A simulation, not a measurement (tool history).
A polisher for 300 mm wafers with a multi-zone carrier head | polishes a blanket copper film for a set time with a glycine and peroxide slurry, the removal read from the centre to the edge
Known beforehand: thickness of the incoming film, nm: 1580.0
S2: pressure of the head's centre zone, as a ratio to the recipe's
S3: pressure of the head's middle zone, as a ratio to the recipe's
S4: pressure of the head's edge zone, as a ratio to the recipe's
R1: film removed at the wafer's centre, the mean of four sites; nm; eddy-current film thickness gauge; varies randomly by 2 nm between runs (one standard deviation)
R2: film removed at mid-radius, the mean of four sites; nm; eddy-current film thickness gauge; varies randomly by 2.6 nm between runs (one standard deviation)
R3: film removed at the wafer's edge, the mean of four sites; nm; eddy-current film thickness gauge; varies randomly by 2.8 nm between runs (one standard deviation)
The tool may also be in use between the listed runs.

{"run": 1, "day": 0.0, "flow of slurry (ml/min)": 215, "S2": 1.0, "S3": 1.0, "S4": 1.0, "polishing time (s)": 56, "R1": 234.43, "R2": 240.73, "R3": 236.45}
{"run": 2, "day": 0.083, "flow of slurry (ml/min)": 210, "S2": 1.0, "S3": 0.97, "S4": 0.98, "polishing time (s)": 55, "R1": 231.4, "R2": 227.46, "R3": 230.35}
{"run": 3, "day": 0.308, "flow of slurry (ml/min)": 210, "S2": 1.0, "S3": 0.97, "S4": 0.98, "polishing time (s)": 45, "R1": 190.59, "R2": 185.68, "R3": 195.5}
{"run": 4, "day": 0.458, "flow of slurry (ml/min)": 210, "S2": 1.0, "S3": 0.97, "S4": 1.06, "polishing time (s)": 45, "R1": 190.08, "R2": 187.14, "R3": 197.2}
{"run": 5, "day": 0.738, "flow of slurry (ml/min)": 180, "S2": 1.0, "S3": 0.97, "S4": 1.06, "polishing time (s)": 45, "R1": 185.37, "R2": 180.71, "R3": 200.29}
{"run": 6, "day": 0.917, "flow of slurry (ml/min)": 185, "S2": 1.01, "S3": 0.97, "S4": 1.06, "polishing time (s)": 45, "R1": 188.1, "R2": 179.78, "R3": 195.02}
{"run": 7, "day": 1.142, "flow of slurry (ml/min)": 195, "S2": 1.02, "S3": 0.97, "S4": 1.06, "polishing time (s)": 46, "R1": 193.76, "R2": 187.68, "R3": 207.36}

What will run 8 give?
{"run": 8, "day": 1.488, "flow of slurry (ml/min)": 205, "S2": 1.03, "S3": 0.96, "S4": 1.03, "polishing time (s)": 46, "R1": "?", "R2": "?", "R3": "?"}

Run 8 yielded R1 201.06 nm, R2 188.67 nm, R3 203.27 nm.
